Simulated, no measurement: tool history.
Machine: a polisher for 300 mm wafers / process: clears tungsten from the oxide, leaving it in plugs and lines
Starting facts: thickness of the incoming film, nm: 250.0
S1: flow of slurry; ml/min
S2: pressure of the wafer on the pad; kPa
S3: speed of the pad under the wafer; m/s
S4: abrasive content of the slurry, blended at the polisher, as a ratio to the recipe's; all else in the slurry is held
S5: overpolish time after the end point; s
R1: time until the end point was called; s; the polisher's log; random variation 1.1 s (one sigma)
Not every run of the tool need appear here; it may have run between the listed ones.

{"run": 1, "hour": 0.0, "S1": 200, "S2": 23.4, "S3": 0.98, "S4": 1, "S5": 14, "R1": 71.401}
{"run": 2, "hour": 5.4, "S1": 200, "S2": 22.8, "S3": 0.98, "S4": 1, "S5": 14, "R1": 74.023}
{"run": 3, "hour": 10.8, "S1": 200, "S2": 22.1, "S3": 0.98, "S4": 1, "S5": 14, "R1": 74.407}
{"run": 4, "hour": 19.4, "S1": 200, "S2": 22.1, "S3": 1.12, "S4": 1, "S5": 14, "R1": 63.974}
{"run": 5, "hour": 21.3, "S1": 200, "S2": 21.4, "S3": 1.12, "S4": 1, "S5": 14, "R1": 66.461}
{"run": 6, "hour": 29.5, "S1": 200, "S2": 21.4, "S3": 1.12, "S4": 1.1, "S5": 14, "R1": 65.52}
{"run": 7, "hour": 33.4, "S1": 200, "S2": 20.7, "S3": 1.12, "S4": 1.1, "S5": 14, "R1": 67.97}
{"run": 8, "hour": 40.0, "S1": 200, "S2": 20, "S3": 1.12, "S4": 1.1, "S5": 14, "R1": 66.895}
{"run": 9, "hour": 40.9, "S1": 200, "S2": 19.3, "S3": 1.12, "S4": 1.1, "S5": 14, "R1": 71.008}
{"run": 10, "hour": 45.7, "S1": 200, "S2": 18.6, "S3": 1.12, "S4": 1.1, "S5": 14, "R1": 72.518}

Run 11 comes next. What will it give?
{"run": 11, "hour": 52.3, "S1": 200, "S2": 17.9, "S3": 1.12, "S4": 1.1, "S5": 14, "R1": "?"}

{"run 11": {"R1": 71.753}}

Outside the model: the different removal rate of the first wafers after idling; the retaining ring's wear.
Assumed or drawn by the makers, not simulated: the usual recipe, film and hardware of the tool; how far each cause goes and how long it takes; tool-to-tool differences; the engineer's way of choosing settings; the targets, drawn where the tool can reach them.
